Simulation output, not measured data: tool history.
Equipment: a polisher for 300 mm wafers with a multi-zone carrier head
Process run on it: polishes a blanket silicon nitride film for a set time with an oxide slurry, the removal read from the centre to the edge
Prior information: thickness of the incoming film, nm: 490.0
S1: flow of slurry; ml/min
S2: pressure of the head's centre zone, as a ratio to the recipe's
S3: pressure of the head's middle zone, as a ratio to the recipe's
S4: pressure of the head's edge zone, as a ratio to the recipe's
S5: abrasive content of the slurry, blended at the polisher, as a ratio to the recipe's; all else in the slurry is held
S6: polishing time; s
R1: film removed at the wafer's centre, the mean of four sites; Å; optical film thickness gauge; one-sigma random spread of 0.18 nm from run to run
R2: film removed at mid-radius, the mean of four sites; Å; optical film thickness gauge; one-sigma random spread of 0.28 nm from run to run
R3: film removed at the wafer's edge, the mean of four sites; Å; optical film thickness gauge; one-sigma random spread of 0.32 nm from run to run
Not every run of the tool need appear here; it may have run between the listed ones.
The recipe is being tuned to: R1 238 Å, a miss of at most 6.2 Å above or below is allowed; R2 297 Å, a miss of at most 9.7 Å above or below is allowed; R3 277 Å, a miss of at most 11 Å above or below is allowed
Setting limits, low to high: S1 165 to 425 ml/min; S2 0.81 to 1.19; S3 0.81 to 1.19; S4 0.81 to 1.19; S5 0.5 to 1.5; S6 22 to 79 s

run,hour,S1,S2,S3,S4,S5,S6,R1,R2,R3
1,0,275,1,1,1,1,50,309.36,288.2,300.01
2,2.4,275,1,1.06,1,1,50,312.32,303.61,302.26
3,6.2,265,0.95,1.07,0.99,0.95,50,287.59,297.18,290.47
4,8.6,255,0.91,1.08,0.99,0.95,50,275.01,296.07,290.46
5,13.6,245,0.88,1.1,0.99,0.95,50,261.76,305.21,284.62
6,20.4,235,0.86,1.1,0.99,0.95,50,255.41,303,294.91
7,26.5,235,0.85,1.1,0.97,0.95,50,250.11,299.1,286.34
8,27.5,230,0.84,1.1,0.96,0.95,50,251.54,298.7,284.39
9,35.5,225,0.83,1.11,0.96,0.95,50,245.28,297.75,280.31
10,38.4,220,0.83,1.11,0.96,0.95,50,245.76,300.73,283.5
# hour 43.3: centre zone pressure recalibrated
11,43.3,220,0.82,1.11,0.95,0.95,50,225.21,301.07,284.3

Below are 5 possible settings for the next run. Only one of them brings all results inside the allowed miss of their targets. Which is it?
A,48.2,220,0.81,1.02,1.03,1.05,51,?,?,?
B,48.2,185,0.87,1.11,0.92,0.85,53,?,?,?
C,48.2,195,0.88,1.07,1.12,1.05,50,?,?,?
D,48.2,245,0.83,1.07,1.01,0.95,54,?,?,?
E,48.2,165,0.81,0.96,0.87,1.15,54,?,?,?

move,R1,R2,R3
A,242.75,300.6,303.82
B,239.62,297.19,270.11
C,254.63,302.3,303.53
D,255.08,320.41,307.69
E,256.33,303.09,307.79
A: corrects the largest miss of the last run, while another result sits out of spec
B: every result lands within tolerance
C: the result that was furthest off in the last run now lies on the other side of its target
D: the result that was furthest off in the last run now lies on the other side of its target
E: the result that was furthest off in the last run now lies on the other side of its target
B is the move that brings every result within its allowed miss.
